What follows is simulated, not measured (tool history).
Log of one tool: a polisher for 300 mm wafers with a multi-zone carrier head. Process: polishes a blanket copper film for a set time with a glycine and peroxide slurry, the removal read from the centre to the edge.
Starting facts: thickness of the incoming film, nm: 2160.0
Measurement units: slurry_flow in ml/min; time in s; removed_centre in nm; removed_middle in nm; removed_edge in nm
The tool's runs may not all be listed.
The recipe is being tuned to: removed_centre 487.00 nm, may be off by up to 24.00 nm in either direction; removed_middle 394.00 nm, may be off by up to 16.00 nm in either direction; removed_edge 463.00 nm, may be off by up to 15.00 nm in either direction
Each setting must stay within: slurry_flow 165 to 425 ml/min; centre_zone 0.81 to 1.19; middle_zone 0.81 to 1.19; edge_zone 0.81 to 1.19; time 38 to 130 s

Run 1, hour 0.0: slurry_flow 275 ml/min, centre_zone 1.00, middle_zone 1.00, edge_zone 1.00, time 84 s. Result: removed_centre 360.11 nm, removed_middle 363.10 nm, removed_edge 378.30 nm.
Run 2, hour 8.7: slurry_flow 280 ml/min, centre_zone 1.03, middle_zone 0.99, edge_zone 1.02, time 86 s. Result: removed_centre 384.87 nm, removed_middle 363.92 nm, removed_edge 387.52 nm.
Run 3, hour 15.9: slurry_flow 280 ml/min, centre_zone 1.04, middle_zone 0.98, edge_zone 1.04, time 88 s. Result: removed_centre 399.39 nm, removed_middle 371.04 nm, removed_edge 397.52 nm.
Run 4, hour 22.2: slurry_flow 280 ml/min, centre_zone 1.05, middle_zone 0.97, edge_zone 1.06, time 90 s. Result: removed_centre 406.71 nm, removed_middle 378.63 nm, removed_edge 420.83 nm.
Run 5, hour 30.1: slurry_flow 285 ml/min, centre_zone 1.07, middle_zone 0.97, edge_zone 1.07, time 91 s. Result: removed_centre 426.16 nm, removed_middle 380.61 nm, removed_edge 423.76 nm.
Run 6, hour 37.6: slurry_flow 285 ml/min, centre_zone 1.07, middle_zone 0.97, edge_zone 1.10, time 91 s. Result: removed_centre 422.00 nm, removed_middle 383.17 nm, removed_edge 437.29 nm.
Run 7, hour 40.8: slurry_flow 290 ml/min, centre_zone 1.09, middle_zone 0.97, edge_zone 1.11, time 91 s. Result: removed_centre 431.08 nm, removed_middle 378.81 nm, removed_edge 430.83 nm.
At hour 43.6: slurry nozzle cleaned.
Run 8, hour 43.6: slurry_flow 290 ml/min, centre_zone 1.10, middle_zone 0.97, edge_zone 1.12, time 92 s. Result: removed_centre 460.50 nm, removed_middle 394.67 nm, removed_edge 447.46 nm.

Next run, 4 choices. One meets every target within its allowed miss, the rest don't. Which?
Run A, hour 46.4: slurry_flow 240 ml/min, centre_zone 0.97, middle_zone 0.92, edge_zone 1.14, time 98 s. Result: removed_centre ?, removed_middle ?, removed_edge ?.
Run B, hour 46.4: slurry_flow 230 ml/min, centre_zone 1.14, middle_zone 0.91, edge_zone 1.09, time 97 s. Result: removed_centre ?, removed_middle ?, removed_edge ?.
Run C, hour 46.4: slurry_flow 350 ml/min, centre_zone 1.00, middle_zone 0.98, edge_zone 1.14, time 88 s. Result: removed_centre ?, removed_middle ?, removed_edge ?.
Run D, hour 46.4: slurry_flow 295 ml/min, centre_zone 1.11, middle_zone 1.03, edge_zone 1.00, time 90 s. Result: removed_centre ?, removed_middle ?, removed_edge ?.

move  removed_centre  removed_middle  removed_edge
   A          425.38          409.96        473.95
   B          493.31          400.27        457.28
   C          407.34          399.84        435.01
   D          456.43          420.91        412.43
A: its largest miss is bigger than the last run's
B: all results in spec
C: its largest miss is bigger than the last run's
D: its largest miss is bigger than the last run's
B is the move that brings every result within its allowed miss.

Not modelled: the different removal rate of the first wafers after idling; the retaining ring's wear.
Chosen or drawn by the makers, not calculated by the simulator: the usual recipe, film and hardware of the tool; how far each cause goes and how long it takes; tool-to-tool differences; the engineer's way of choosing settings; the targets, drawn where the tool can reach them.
